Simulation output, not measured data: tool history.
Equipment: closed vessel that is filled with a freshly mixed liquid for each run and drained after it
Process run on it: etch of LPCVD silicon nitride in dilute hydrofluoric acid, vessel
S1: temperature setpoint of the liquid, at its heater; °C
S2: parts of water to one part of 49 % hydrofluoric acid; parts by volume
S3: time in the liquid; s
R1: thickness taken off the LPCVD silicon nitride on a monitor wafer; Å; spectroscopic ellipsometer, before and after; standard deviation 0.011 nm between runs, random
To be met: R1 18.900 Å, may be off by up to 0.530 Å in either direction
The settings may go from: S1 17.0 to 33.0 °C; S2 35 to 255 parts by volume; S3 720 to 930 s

run,hour,S1,S2,S3,R1
1,0.0,25.0,145,930,32.560
2,6.0,23.5,145,930,29.912
3,14.9,22.0,150,930,26.309
4,22.3,22.0,120,930,32.361
5,28.9,22.0,120,720,25.410
6,34.5,20.5,120,720,22.478
7,38.5,20.0,120,720,22.154
8,44.3,19.5,120,720,21.229
9,46.3,19.0,120,720,20.704
10,51.2,18.5,120,720,19.910

Exercise: of the 4 proposed moves below, exactly one satisfies all targets within the stated allowed misses. Which move is it?
A,56.1,19.0,135,820,?
B,56.1,17.5,110,755,?
C,56.1,20.0,135,755,?
D,56.1,18.0,160,930,?

move,R1
A,21.063
B,21.345
C,20.747
D,18.936
A: lands further from the targets than the last run did
B: lands further from the targets than the last run did
C: lands further from the targets than the last run did
D: in spec on every target
So the answer is move D, the one that meets all the targets.
